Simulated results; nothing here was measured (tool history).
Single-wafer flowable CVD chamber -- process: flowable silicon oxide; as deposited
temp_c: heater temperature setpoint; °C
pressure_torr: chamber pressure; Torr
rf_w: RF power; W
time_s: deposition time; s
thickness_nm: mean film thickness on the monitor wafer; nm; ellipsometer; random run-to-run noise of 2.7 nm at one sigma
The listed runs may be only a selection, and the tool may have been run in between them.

run,hour,temp_c,pressure_torr,rf_w,time_s,thickness_nm
1,0.0,90,1.03,2075,977,1089.30
2,5.3,94,1.03,2075,977,953.86
3,12.4,94,1.03,2355,977,965.20
4,14.1,86,1.03,2355,977,1251.10
5,18.7,95,1.03,2355,977,941.60
6,24.0,95,1.03,2540,977,942.91
7,27.4,97,1.03,2540,977,894.61

Forecast run 8:
8,29.8,104,1.03,2540,977,?

thickness_nm: 704.02 nm

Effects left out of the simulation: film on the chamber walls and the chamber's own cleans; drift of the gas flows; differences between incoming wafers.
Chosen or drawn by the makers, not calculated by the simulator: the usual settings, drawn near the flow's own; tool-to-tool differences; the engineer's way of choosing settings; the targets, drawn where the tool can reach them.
